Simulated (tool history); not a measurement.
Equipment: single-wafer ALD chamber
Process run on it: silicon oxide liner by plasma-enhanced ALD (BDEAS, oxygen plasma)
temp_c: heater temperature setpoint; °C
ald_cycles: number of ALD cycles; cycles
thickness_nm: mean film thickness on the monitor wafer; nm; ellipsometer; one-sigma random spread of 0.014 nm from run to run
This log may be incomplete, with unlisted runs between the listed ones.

| run | hour | temp_c | ald_cycles | thickness_nm |
|---|---|---|---|---|
| 1 | 0.0 | 315 | 64 | 5.6666 |
| 2 | 1.3 | 315 | 60 | 5.3481 |
| 3 | 3.8 | 315 | 68 | 6.0221 |
| 4 | 12.8 | 315 | 64 | 5.6670 |
| 5 | 19.0 | 316 | 62 | 5.5034 |
| 6 | 26.7 | 317 | 60 | 5.2838 |
| 7 | 34.6 | 319 | 59 | 5.2043 |

Run 8 comes next. What will it give?
|  | 35.5 | thermocouple changed; heater temperature recalibrated |
| 8 | 35.5 | 321 | 58 | ? |

{"run 8": {"thickness_nm": 5.0951}}
